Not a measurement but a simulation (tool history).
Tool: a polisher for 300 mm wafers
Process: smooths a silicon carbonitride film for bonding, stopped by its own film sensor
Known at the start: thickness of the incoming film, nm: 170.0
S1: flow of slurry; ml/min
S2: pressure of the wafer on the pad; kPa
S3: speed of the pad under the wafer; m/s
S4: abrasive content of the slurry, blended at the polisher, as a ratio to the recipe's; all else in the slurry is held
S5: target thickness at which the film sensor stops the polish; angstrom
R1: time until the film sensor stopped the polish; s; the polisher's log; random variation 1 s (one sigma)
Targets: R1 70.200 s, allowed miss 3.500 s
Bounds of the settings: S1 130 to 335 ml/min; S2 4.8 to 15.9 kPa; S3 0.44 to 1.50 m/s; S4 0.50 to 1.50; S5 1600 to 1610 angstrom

{"run": 1, "hour": 0.0, "S1": 215, "S2": 10.3, "S3": 0.96, "S4": 1.0, "S5": 1600, "R1": 56.901}
{"run": 2, "hour": 7.4, "S1": 215, "S2": 13.1, "S3": 0.96, "S4": 1.0, "S5": 1600, "R1": 45.361}
{"run": 3, "hour": 9.5, "S1": 215, "S2": 13.1, "S3": 0.74, "S4": 1.0, "S5": 1600, "R1": 53.883}
{"run": 4, "hour": 10.1, "S1": 215, "S2": 14.5, "S3": 0.74, "S4": 1.0, "S5": 1600, "R1": 51.687}
{"run": 5, "hour": 10.7, "S1": 215, "S2": 14.5, "S3": 0.74, "S4": 1.0, "S5": 1600, "R1": 49.159}
{"run": 6, "hour": 15.4, "S1": 215, "S2": 13.8, "S3": 0.72, "S4": 1.0, "S5": 1600, "R1": 54.093}
{"run": 7, "hour": 24.4, "S1": 215, "S2": 13.1, "S3": 0.72, "S4": 1.0, "S5": 1600, "R1": 56.147}
{"hour": 29.9, "done": "worn pad replaced by a new one"}
{"run": 8, "hour": 29.9, "S1": 215, "S2": 12.4, "S3": 0.72, "S4": 1.0, "S5": 1600, "R1": 53.254}
{"run": 9, "hour": 32.5, "S1": 210, "S2": 11.7, "S3": 0.66, "S4": 0.95, "S5": 1600, "R1": 62.414}
{"run": 10, "hour": 34.2, "S1": 210, "S2": 11.7, "S3": 0.66, "S4": 0.95, "S5": 1600, "R1": 62.169}
{"run": 11, "hour": 41.6, "S1": 210, "S2": 11.0, "S3": 0.64, "S4": 0.95, "S5": 1600, "R1": 68.826}
{"run": 12, "hour": 47.2, "S1": 210, "S2": 11.0, "S3": 0.64, "S4": 0.95, "S5": 1600, "R1": 66.456}

4 next moves are on the table. One of them brings every result within its allowed miss. Which?
{"run": "A", "hour": 52.8, "S1": 225, "S2": 11.0, "S3": 0.66, "S4": 0.95, "S5": 1600, "R1": "?"}
{"run": "B", "hour": 52.8, "S1": 225, "S2": 11.0, "S3": 0.52, "S4": 0.9, "S5": 1600, "R1": "?"}
{"run": "C", "hour": 52.8, "S1": 210, "S2": 11.0, "S3": 0.74, "S4": 0.95, "S5": 1600, "R1": "?"}
{"run": "D", "hour": 52.8, "S1": 215, "S2": 11.0, "S3": 0.54, "S4": 1.15, "S5": 1600, "R1": "?"}

move=A R1=63.171
move=B R1=77.726
move=C R1=58.178
move=D R1=70.380
A: further off than the last run
B: takes the result that was furthest off past its target
C: further off than the last run
D: meets every target
Answer: D
